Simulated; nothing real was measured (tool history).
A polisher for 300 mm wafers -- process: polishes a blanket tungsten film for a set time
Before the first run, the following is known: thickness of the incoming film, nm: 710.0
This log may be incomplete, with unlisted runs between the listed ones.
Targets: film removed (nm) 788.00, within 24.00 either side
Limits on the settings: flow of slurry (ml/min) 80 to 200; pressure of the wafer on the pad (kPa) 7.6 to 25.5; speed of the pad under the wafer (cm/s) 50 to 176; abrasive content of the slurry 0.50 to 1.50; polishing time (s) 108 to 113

| run | hour | flow of slurry (ml/min) | pressure of the wafer on the pad (kPa) | speed of the pad under the wafer (cm/s) | abrasive content of the slurry | polishing time (s) | film removed (nm) |
|---|---|---|---|---|---|---|---|
| 1 | 0.0 | 130 | 16.5 | 112 | 1.00 | 108 | 380.59 |
| 2 | 7.8 | 155 | 16.5 | 112 | 1.00 | 108 | 396.31 |
| 3 | 14.3 | 160 | 18.6 | 114 | 1.00 | 108 | 459.43 |
| 4 | 16.7 | 160 | 18.6 | 114 | 1.00 | 113 | 480.83 |
| 5 | 20.1 | 165 | 20.0 | 116 | 1.00 | 113 | 518.97 |
| 6 | 25.4 | 165 | 17.2 | 116 | 1.00 | 113 | 462.03 |
| 7 | 30.0 | 170 | 18.6 | 118 | 1.00 | 113 | 499.78 |
| 8 | 36.7 | 170 | 20.0 | 120 | 1.00 | 113 | 548.67 |
| 9 | 41.1 | 185 | 24.1 | 124 | 1.00 | 113 | 693.82 |
| 10 | 49.9 | 185 | 24.1 | 126 | 1.00 | 113 | 698.28 |

Which single option among these 5 for the next run brings every result within its allowed miss of target? Just one does.
| A | 58.7 | 180 | 22.8 | 124 | 0.80 | 113 | ? |
| B | 58.7 | 185 | 24.1 | 152 | 0.95 | 113 | ? |
| C | 58.7 | 180 | 24.8 | 134 | 1.10 | 113 | ? |
| D | 58.7 | 180 | 25.5 | 144 | 1.05 | 113 | ? |
| E | 58.7 | 190 | 25.5 | 142 | 1.05 | 113 | ? |

| move | film removed (nm) |
|---|---|
| A | 611.30 |
| B | 831.95 |
| C | 784.17 |
| D | 853.12 |
| E | 848.34 |
A: further off than the last run
B: the result that was furthest off in the last run now lies on the other side of its target
C: all results land within tolerance of their targets
D: the result that was furthest off in the last run now lies on the other side of its target
E: the result that was furthest off in the last run now lies on the other side of its target
Move C is the one to make.
